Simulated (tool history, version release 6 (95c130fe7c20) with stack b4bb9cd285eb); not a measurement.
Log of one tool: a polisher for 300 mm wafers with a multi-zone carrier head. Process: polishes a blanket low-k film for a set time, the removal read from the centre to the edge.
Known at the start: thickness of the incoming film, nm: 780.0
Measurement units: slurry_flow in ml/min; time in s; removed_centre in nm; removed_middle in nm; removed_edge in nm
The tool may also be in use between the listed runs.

run	hour	slurry_flow	centre_zone	middle_zone	edge_zone	slurry_solids	time	removed_centre	removed_middle	removed_edge
1	0	155	1	1	1	1	90	34.626	36.875	35.302
2	6.1	165	0.97	1.02	1.01	1	90	34.598	37.112	36.173
3	14.1	160	0.94	1.06	1	1.05	90	33.163	38.77	36.254
4	19	165	0.93	1.09	1.01	1.05	90	33.155	39.756	36.827
5	22.4	165	0.85	1.09	1.01	1.05	90	31.37	40.348	36.606
# hour 24.8: worn pad replaced by a new one
6	24.8	170	0.85	1.1	1.01	1.05	90	35.323	46.216	40.633
7	32.4	150	0.83	1.1	0.99	1.05	90	33.07	44.153	40.407

Run 8 is up next; what results do you expect?
8	33.7	155	0.83	1.1	0.99	1.05	90	?	?	?

removed_centre: 32.976 nm
removed_middle: 44.219 nm
removed_edge: 40.254 nm
